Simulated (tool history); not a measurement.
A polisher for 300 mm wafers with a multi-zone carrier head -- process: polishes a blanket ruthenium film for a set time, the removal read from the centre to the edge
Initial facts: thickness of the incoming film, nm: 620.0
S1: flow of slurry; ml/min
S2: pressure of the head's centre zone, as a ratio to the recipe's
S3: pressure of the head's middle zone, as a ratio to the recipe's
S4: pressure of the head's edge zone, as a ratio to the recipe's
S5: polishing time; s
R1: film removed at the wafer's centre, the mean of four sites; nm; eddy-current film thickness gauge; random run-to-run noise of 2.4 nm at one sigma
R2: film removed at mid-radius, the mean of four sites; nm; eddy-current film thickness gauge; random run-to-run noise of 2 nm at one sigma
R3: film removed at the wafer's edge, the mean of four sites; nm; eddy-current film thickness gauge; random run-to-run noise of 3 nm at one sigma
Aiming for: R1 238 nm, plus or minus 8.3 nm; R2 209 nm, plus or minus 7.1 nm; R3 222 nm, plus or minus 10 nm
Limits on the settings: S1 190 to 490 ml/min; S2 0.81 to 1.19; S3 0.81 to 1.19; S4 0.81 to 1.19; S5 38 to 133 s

{"run": 1, "hour": 0.0, "S1": 315, "S2": 1, "S3": 1, "S4": 1, "S5": 85, "R1": 162.15, "R2": 155.1, "R3": 151.6}
{"run": 2, "hour": 4.6, "S1": 240, "S2": 1, "S3": 1, "S4": 1, "S5": 85, "R1": 157.72, "R2": 152.85, "R3": 158.58}
{"run": 3, "hour": 8.6, "S1": 295, "S2": 1, "S3": 1, "S4": 1, "S5": 85, "R1": 159.86, "R2": 155.04, "R3": 153.59}
{"run": 4, "hour": 15.4, "S1": 255, "S2": 1, "S3": 1, "S4": 1, "S5": 85, "R1": 159.18, "R2": 152.63, "R3": 154.99}
{"run": 5, "hour": 22.2, "S1": 255, "S2": 1, "S3": 1.08, "S4": 1, "S5": 85, "R1": 157.43, "R2": 162.93, "R3": 154}
{"run": 6, "hour": 23.2, "S1": 255, "S2": 1, "S3": 1.04, "S4": 1, "S5": 85, "R1": 155.83, "R2": 154.66, "R3": 155.18}
{"run": 7, "hour": 24.6, "S1": 245, "S2": 1.02, "S3": 1.04, "S4": 1.01, "S5": 90, "R1": 169.76, "R2": 168.46, "R3": 161.34}
{"run": 8, "hour": 26.2, "S1": 235, "S2": 1.02, "S3": 1.01, "S4": 1.01, "S5": 95, "R1": 181.35, "R2": 172.6, "R3": 176.06}
{"run": 9, "hour": 34.5, "S1": 230, "S2": 1.03, "S3": 1.01, "S4": 1.02, "S5": 98, "R1": 184.83, "R2": 176.74, "R3": 175.08}
{"run": 10, "hour": 40.7, "S1": 225, "S2": 1.03, "S3": 0.99, "S4": 1.02, "S5": 102, "R1": 191.8, "R2": 180.54, "R3": 183.1}
{"run": 11, "hour": 49.4, "S1": 220, "S2": 1.03, "S3": 0.98, "S4": 1.02, "S5": 105, "R1": 200.76, "R2": 185.51, "R3": 186.05}
{"run": 12, "hour": 57.1, "S1": 215, "S2": 1.03, "S3": 0.97, "S4": 1.04, "S5": 108, "R1": 200.63, "R2": 189.86, "R3": 197.25}
{"run": 13, "hour": 61.5, "S1": 210, "S2": 1.04, "S3": 0.97, "S4": 1.05, "S5": 110, "R1": 208.17, "R2": 193.74, "R3": 201.18}
{"run": 14, "hour": 63.8, "S1": 205, "S2": 1.05, "S3": 0.97, "S4": 1.06, "S5": 111, "R1": 211.44, "R2": 191.49, "R3": 206.77}
{"run": 15, "hour": 66.8, "S1": 210, "S2": 1.06, "S3": 0.98, "S4": 1.07, "S5": 112, "R1": 217.3, "R2": 195.2, "R3": 207.29}
{"run": 16, "hour": 73.0, "S1": 210, "S2": 1.07, "S3": 0.99, "S4": 1.08, "S5": 113, "R1": 220.57, "R2": 200.23, "R3": 214.13}

Which one of the following 5 next-run settings gets every result inside its allowed miss? There is exactly one.
{"run": "A", "hour": 79.2, "S1": 190, "S2": 1.18, "S3": 0.84, "S4": 1.19, "S5": 126, "R1": "?", "R2": "?", "R3": "?"}
{"run": "B", "hour": 79.2, "S1": 215, "S2": 1.06, "S3": 0.98, "S4": 1.18, "S5": 106, "R1": "?", "R2": "?", "R3": "?"}
{"run": "C", "hour": 79.2, "S1": 210, "S2": 1.16, "S3": 0.98, "S4": 0.92, "S5": 119, "R1": "?", "R2": "?", "R3": "?"}
{"run": "D", "hour": 79.2, "S1": 190, "S2": 0.99, "S3": 1.06, "S4": 1.19, "S5": 126, "R1": "?", "R2": "?", "R3": "?"}
{"run": "E", "hour": 79.2, "S1": 310, "S2": 1.06, "S3": 0.93, "S4": 1.02, "S5": 119, "R1": "?", "R2": "?", "R3": "?"}

move=A R1=269.48 R2=197.04 R3=244.7
move=B R1=206.69 R2=187.14 R3=206.66
move=C R1=253.4 R2=209.54 R3=204.84
move=D R1=226.1 R2=232.37 R3=244.09
move=E R1=240.78 R2=209.44 R3=221.24
A: the result that was furthest off in the last run now lies on the other side of its target
B: further off than the last run
C: the result that was furthest off in the last run now lies on the other side of its target
D: further off than the last run
E: each result inside its tolerance
The right move is E.
